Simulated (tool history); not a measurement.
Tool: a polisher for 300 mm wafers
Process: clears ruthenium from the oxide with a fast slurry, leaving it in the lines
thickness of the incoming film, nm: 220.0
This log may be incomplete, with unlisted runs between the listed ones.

run	hour	flow of slurry (ml/min)	pressure of the wafer on the pad (kPa)	speed of the pad under the wafer (m/s)	abrasive content of the slurry	overpolish time after the end point (s)	time until the end point was called (s)	dishing of a wide line in a test structure (angstrom)
1	0	190	15.2	1.1	1	15	60.362	431.28
2	1.3	190	13.8	1.1	1	13	65.715	368.23
3	5.8	190	12.4	1.1	1	11	71.828	289.93
4	14	190	9	1.1	1	11	98.096	224.96
5	15.6	190	9	0.94	1	11	113.54	206.72
6	17.9	190	9	0.94	1	10	113.69	183.27

Predict the results of run 7:
7	20.1	190	9	0.94	1	9	?	?

time until the end point was called (s): 112.58
dishing of a wide line in a test structure (angstrom): 165.05
